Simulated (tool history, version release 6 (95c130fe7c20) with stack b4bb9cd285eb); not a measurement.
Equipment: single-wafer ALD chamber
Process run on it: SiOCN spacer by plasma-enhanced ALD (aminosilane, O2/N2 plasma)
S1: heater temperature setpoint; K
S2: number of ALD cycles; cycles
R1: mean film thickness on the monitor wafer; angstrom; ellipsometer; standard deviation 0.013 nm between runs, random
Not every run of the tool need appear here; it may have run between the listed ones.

run    day      S1  S2      R1
  1  0.000  678.15  78  45.170
  2  0.375  680.15  77  44.046
  3  0.746  682.15  77  43.609
  4  1.079  674.15  77  44.906
  5  1.296  682.15  77  43.725
  6  1.550  684.15  77  43.593

Forecast run 7:
  7  1.925  685.15  76   ?

Run 7 came out at R1 42.581 angstrom.
